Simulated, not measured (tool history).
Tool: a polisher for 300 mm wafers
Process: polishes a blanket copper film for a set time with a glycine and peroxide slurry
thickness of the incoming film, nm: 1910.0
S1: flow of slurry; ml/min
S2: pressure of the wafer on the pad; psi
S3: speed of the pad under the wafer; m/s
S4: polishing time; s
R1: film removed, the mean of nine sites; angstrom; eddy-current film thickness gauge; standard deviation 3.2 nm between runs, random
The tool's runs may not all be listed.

run,day,S1,S2,S3,S4,R1
1,0.000,180,2.8,1.22,59,3111.9
2,0.258,150,2.8,1.22,59,3118.6
3,0.588,150,2.7,1.22,59,3090.3
4,0.912,150,2.4,1.22,59,2783.6
5,1.150,150,1.9,1.22,59,2407.7
6,1.446,150,1.9,1.38,59,2758.3
7,1.504,150,1.8,1.36,59,2574.9
8,1.721,150,1.7,1.36,59,2478.5

Predict the results of run 9:
9,1.862,150,1.5,1.36,59,?

{"run 9": {"R1": 2288.7}}

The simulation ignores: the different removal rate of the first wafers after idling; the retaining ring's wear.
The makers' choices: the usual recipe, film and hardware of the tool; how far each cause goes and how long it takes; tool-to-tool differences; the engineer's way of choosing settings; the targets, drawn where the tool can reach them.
